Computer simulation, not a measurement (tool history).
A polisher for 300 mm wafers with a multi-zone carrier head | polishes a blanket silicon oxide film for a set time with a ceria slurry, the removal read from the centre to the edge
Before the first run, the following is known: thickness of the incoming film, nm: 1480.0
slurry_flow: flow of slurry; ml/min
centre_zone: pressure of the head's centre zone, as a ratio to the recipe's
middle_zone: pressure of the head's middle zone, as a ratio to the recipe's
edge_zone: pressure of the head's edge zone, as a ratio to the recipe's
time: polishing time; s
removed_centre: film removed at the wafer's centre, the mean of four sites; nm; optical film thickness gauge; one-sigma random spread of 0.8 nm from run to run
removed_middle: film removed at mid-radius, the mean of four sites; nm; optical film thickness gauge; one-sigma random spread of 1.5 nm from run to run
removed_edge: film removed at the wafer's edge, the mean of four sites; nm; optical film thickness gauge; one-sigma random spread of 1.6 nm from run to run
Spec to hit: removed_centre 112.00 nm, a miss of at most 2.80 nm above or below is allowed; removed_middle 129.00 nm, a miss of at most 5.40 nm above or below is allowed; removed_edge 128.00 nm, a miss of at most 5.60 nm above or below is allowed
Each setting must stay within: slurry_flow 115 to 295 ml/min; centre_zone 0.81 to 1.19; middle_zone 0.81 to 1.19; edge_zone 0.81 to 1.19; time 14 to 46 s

run,hour,slurry_flow,centre_zone,middle_zone,edge_zone,time,removed_centre,removed_middle,removed_edge
1,0.0,190,1.00,1.00,1.00,30,141.81,140.69,143.51
2,8.1,190,1.00,1.00,1.00,33,156.32,157.05,156.47
3,10.7,170,1.00,1.00,1.00,33,153.04,150.47,156.63
4,15.1,170,1.00,1.00,1.00,29,135.47,131.03,137.54
5,18.0,165,0.97,1.01,0.99,29,131.32,134.19,136.57
6,26.8,160,0.95,1.01,0.98,29,127.91,135.15,133.25
7,34.1,160,0.95,1.01,0.98,29,126.15,133.17,131.29
8,40.9,155,0.94,1.01,0.99,29,124.27,131.13,134.92
9,42.7,150,0.93,1.01,0.98,29,122.02,133.70,132.57
10,48.8,145,0.92,1.01,0.98,29,120.61,132.77,135.65

Below are 5 possible settings for the next run. Only one of them brings all results inside the allowed miss of their targets. Which is it?
A,54.9,160,0.91,0.96,1.02,30,?,?,?
B,54.9,115,0.95,1.12,1.08,27,?,?,?
C,54.9,140,0.91,0.98,0.92,29,?,?,?
D,54.9,130,0.84,1.05,0.81,28,?,?,?
E,54.9,115,0.89,0.97,1.09,27,?,?,?

move,removed_centre,removed_middle,removed_edge
A,126.41,132.32,138.52
B,112.25,128.90,123.35
C,119.54,127.63,125.66
D,105.14,129.20,113.52
E,104.99,114.11,124.17
A: moves away from the targets compared with the last run
B: all results land within tolerance of their targets
C: closer than the last run, but not yet in spec
D: takes the biggest miss from the last run beyond its target
E: takes the biggest miss from the last run beyond its target
The right move is B.
